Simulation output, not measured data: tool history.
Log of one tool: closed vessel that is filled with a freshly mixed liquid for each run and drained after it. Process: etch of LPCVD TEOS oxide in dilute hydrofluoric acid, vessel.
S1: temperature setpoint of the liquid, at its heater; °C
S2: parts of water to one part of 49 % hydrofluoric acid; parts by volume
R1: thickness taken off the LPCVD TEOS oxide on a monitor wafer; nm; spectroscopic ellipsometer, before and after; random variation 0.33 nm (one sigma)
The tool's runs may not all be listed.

{"run": 1, "day": 0.0, "S1": 23.0, "S2": 100, "time in the liquid (s)": 100, "R1": 45.462}
{"run": 2, "day": 0.271, "S1": 22.5, "S2": 100, "time in the liquid (s)": 100, "R1": 44.02}
{"run": 3, "day": 0.433, "S1": 22.5, "S2": 100, "time in the liquid (s)": 105, "R1": 45.42}
{"run": 4, "day": 0.638, "S1": 22.0, "S2": 100, "time in the liquid (s)": 105, "R1": 44.67}
{"run": 5, "day": 0.821, "S1": 21.5, "S2": 100, "time in the liquid (s)": 105, "R1": 44.082}
{"run": 6, "day": 1.179, "S1": 21.0, "S2": 100, "time in the liquid (s)": 105, "R1": 43.524}

Forecast run 7:
{"run": 7, "day": 1.433, "S1": 20.5, "S2": 100, "time in the liquid (s)": 105, "R1": "?"}

{"run 7": {"R1": 42.434}}
